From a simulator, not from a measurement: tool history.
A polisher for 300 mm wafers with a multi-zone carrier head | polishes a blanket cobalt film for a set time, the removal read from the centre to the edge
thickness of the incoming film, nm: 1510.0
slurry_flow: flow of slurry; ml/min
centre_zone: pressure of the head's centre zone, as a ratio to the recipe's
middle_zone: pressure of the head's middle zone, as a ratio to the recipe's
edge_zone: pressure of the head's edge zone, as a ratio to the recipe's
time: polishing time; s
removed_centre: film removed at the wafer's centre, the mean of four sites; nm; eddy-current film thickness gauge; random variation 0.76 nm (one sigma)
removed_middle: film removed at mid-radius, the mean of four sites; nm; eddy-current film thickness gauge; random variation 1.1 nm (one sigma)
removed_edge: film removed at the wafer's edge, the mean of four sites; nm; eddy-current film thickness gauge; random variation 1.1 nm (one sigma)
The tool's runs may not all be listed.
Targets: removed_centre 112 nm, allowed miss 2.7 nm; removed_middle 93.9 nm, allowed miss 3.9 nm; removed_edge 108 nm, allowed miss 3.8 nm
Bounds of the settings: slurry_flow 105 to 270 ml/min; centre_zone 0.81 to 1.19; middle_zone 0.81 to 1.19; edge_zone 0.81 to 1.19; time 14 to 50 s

run 1 hour=0 | slurry_flow=175 centre_zone=1 middle_zone=1 edge_zone=1 time=32 | removed_centre=113.05 removed_middle=113.28 removed_edge=115.07
run 2 hour=2.6 | slurry_flow=175 centre_zone=1 middle_zone=1 edge_zone=1.05 time=32 | removed_centre=112.46 removed_middle=109.91 removed_edge=118.6
run 3 hour=7.1 | slurry_flow=170 centre_zone=1.01 middle_zone=0.97 edge_zone=1.04 time=32 | removed_centre=115.01 removed_middle=107.1 removed_edge=118.32
run 4 hour=14.4 | slurry_flow=160 centre_zone=1.02 middle_zone=0.95 edge_zone=1.03 time=32 | removed_centre=113.82 removed_middle=106.04 removed_edge=114.08
run 5 hour=15.1 | slurry_flow=155 centre_zone=1.02 middle_zone=0.93 edge_zone=1.03 time=32 | removed_centre=113.97 removed_middle=103.01 removed_edge=114.96
run 6 hour=24 | slurry_flow=175 centre_zone=1.02 middle_zone=0.93 edge_zone=1.03 time=32 | removed_centre=115.49 removed_middle=105.36 removed_edge=116.43
run 7 hour=25 | slurry_flow=165 centre_zone=1.02 middle_zone=0.91 edge_zone=1.02 time=32 | removed_centre=112.77 removed_middle=100.97 removed_edge=114.68
run 8 hour=31 | slurry_flow=160 centre_zone=1.03 middle_zone=0.9 edge_zone=1.01 time=32 | removed_centre=116.74 removed_middle=99.648 removed_edge=113.9
run 9 hour=37.6 | slurry_flow=155 centre_zone=1.03 middle_zone=0.9 edge_zone=1 time=32 | removed_centre=115.27 removed_middle=101.47 removed_edge=113.71

Which of these 4 next moves meets every target?
run A hour=44.2 | slurry_flow=190 centre_zone=1.03 middle_zone=1.02 edge_zone=0.9 time=32 | removed_centre=? removed_middle=? removed_edge=?
run B hour=44.2 | slurry_flow=250 centre_zone=1.09 middle_zone=0.92 edge_zone=1.11 time=28 | removed_centre=? removed_middle=? removed_edge=?
run C hour=44.2 | slurry_flow=145 centre_zone=1.01 middle_zone=0.9 edge_zone=1.06 time=33 | removed_centre=? removed_middle=? removed_edge=?
run D hour=44.2 | slurry_flow=130 centre_zone=1.01 middle_zone=0.92 edge_zone=1.01 time=34 | removed_centre=? removed_middle=? removed_edge=?

move=A removed_centre=117.8 removed_middle=115.57 removed_edge=110.9
move=B removed_centre=111.96 removed_middle=95.405 removed_edge=108.81
move=C removed_centre=115.05 removed_middle=103.91 removed_edge=120.08
move=D removed_centre=116.72 removed_middle=107.54 removed_edge=119.86
A: further off than the last run
B: meets every target
C: further off than the last run
D: further off than the last run
Answer: B
